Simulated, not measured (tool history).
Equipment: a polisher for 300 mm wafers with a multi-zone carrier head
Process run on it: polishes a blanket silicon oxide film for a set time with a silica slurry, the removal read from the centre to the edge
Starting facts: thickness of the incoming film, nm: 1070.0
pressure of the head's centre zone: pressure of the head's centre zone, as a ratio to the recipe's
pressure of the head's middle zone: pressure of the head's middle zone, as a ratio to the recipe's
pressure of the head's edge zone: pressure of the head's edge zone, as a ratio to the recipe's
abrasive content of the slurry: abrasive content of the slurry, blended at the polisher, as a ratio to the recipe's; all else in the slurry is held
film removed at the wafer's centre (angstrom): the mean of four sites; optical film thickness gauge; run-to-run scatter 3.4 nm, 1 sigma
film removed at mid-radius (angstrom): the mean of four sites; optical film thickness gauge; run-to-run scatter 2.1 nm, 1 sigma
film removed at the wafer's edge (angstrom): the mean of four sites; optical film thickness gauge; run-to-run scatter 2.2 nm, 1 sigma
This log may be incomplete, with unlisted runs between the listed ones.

run,hour,flow of slurry (ml/min),pressure of the head's centre zone,pressure of the head's middle zone,pressure of the head's edge zone,abrasive content of the slurry,polishing time (s),film removed at the wafer's centre (angstrom),film removed at mid-radius (angstrom),film removed at the wafer's edge (angstrom)
1,0,305,1,1,1,1,90,1679.4,1659.1,1679.8
2,5.8,305,0.94,1,1,1,90,1546.1,1662,1680.5
3,7.5,310,0.95,1.02,1.02,1.1,92,1720.6,1823.4,1830.8
4,12,310,0.95,1.02,1.06,1.1,92,1678.9,1855.4,1892.7
5,20.3,315,0.97,1.04,1.08,1.15,93,1819.9,1914.7,1965.8
6,23.6,320,0.97,1.06,1.08,1.2,95,1855.5,2033.4,2022.7
7,32.3,325,0.98,1.08,1.09,1.25,97,1944.4,2167.2,2118.7
8,36.6,330,0.99,1.09,1.1,1.3,99,2067.8,2268.2,2235.9
9,39,335,1,1.1,1.11,1.35,100,2123.1,2341.8,2292.9

Run 10, settings as shown, results not yet in. Your forecast:
10,44.3,335,1.01,1.11,1.12,1.35,101,?,?,?

film removed at the wafer's centre (angstrom): 2142.7
film removed at mid-radius (angstrom): 2389.7
film removed at the wafer's edge (angstrom): 2329.6
